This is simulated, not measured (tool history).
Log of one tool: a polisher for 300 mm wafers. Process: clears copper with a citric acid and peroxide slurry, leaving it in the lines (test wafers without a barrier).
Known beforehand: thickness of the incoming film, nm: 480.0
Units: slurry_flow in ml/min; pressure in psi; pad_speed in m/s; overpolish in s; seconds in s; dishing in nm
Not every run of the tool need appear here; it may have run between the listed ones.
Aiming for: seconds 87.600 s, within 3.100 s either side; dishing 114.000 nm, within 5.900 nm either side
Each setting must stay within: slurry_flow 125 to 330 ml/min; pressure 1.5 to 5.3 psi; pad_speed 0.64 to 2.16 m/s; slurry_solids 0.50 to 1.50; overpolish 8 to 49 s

run  hour  slurry_flow  pressure  pad_speed  slurry_solids  overpolish  seconds  dishing
  1   0.0          210       3.4       1.40           1.00          25  128.850   65.592
  2   7.1          210       3.8       1.40           1.00          27  117.310   73.660
  3  11.4          210       4.1       1.40           1.00          29  108.840   84.167
  4  18.2          210       4.1       1.40           0.85          29  109.640   81.635
  5  24.1          215       4.3       1.40           0.85          31  104.180   89.908
  6  27.3          215       3.6       1.40           0.85          31  122.870   77.822
  7  32.3          225       4.6       1.42           0.85          34   97.072  102.990
  8  40.2          225       4.7       1.42           0.85          34   95.597  102.350
  9  45.6          225       4.8       1.42           0.85          34   94.827  107.800
 10  54.6          225       4.9       1.42           0.85          34   90.021  107.940

Next run, 5 choices. One meets every target within its allowed miss, the rest don't. Which?
  A  63.6          205       5.0       1.42           0.90          32        ?        ?
  B  63.6          210       5.3       1.20           0.90          38        ?        ?
  C  63.6          225       4.8       1.56           0.75          37        ?        ?
  D  63.6          195       5.3       1.38           0.80          46        ?        ?
  E  63.6          235       4.6       1.68           0.65          45        ?        ?

move  seconds  dishing
   A   89.259  102.950
   B   95.026  111.090
   C   87.478  113.740
   D   87.939  129.920
   E   87.099  126.690
A: the biggest miss grows against the last run
B: gets the furthest-off result to its target, but another result is out of tolerance
C: all results in spec
D: the result that was furthest off in the last run now lies on the other side of its target
E: the result that was furthest off in the last run now lies on the other side of its target
C meets every target.
